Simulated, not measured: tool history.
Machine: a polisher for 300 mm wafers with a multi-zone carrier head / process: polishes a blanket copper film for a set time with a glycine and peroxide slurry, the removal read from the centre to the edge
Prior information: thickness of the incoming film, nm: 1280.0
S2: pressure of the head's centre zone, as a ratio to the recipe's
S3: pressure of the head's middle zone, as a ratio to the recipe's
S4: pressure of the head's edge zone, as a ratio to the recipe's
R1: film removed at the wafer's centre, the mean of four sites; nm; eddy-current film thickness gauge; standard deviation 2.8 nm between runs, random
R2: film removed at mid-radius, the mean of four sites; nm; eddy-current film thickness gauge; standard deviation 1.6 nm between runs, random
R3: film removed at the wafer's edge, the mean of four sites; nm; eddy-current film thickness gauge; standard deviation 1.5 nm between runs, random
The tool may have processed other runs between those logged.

Run 1, day 0.000: flow of slurry (ml/min) 280, S2 1.00, S3 1.00, S4 1.00, polishing time (s) 38. Result: R1 278.18 nm, R2 271.78 nm, R3 268.51 nm.
Run 2, day 0.288: flow of slurry (ml/min) 265, S2 0.99, S3 0.94, S4 0.99, polishing time (s) 36. Result: R1 259.96 nm, R2 244.77 nm, R3 252.02 nm.
Run 3, day 0.567: flow of slurry (ml/min) 250, S2 0.99, S3 0.90, S4 1.00, polishing time (s) 35. Result: R1 248.15 nm, R2 226.98 nm, R3 246.91 nm.
Run 4, day 0.938: flow of slurry (ml/min) 240, S2 0.99, S3 0.87, S4 0.99, polishing time (s) 35. Result: R1 245.39 nm, R2 219.32 nm, R3 245.57 nm.
Run 5, day 1.029: flow of slurry (ml/min) 240, S2 0.99, S3 0.81, S4 0.99, polishing time (s) 35. Result: R1 248.84 nm, R2 209.33 nm, R3 243.97 nm.
Run 6, day 1.388: flow of slurry (ml/min) 240, S2 0.99, S3 0.81, S4 1.04, polishing time (s) 35. Result: R1 256.30 nm, R2 207.72 nm, R3 250.19 nm.
Run 7, day 1.625: flow of slurry (ml/min) 230, S2 0.99, S3 0.81, S4 1.02, polishing time (s) 34. Result: R1 248.51 nm, R2 200.29 nm, R3 241.72 nm.

Run 8 comes next. What will it give?
Run 8, day 1.708: flow of slurry (ml/min) 210, S2 0.94, S3 0.83, S4 0.95, polishing time (s) 33. Result: R1 ?, R2 ?, R3 ?.

R1: 222.52 nm
R2: 195.34 nm
R3: 224.15 nm
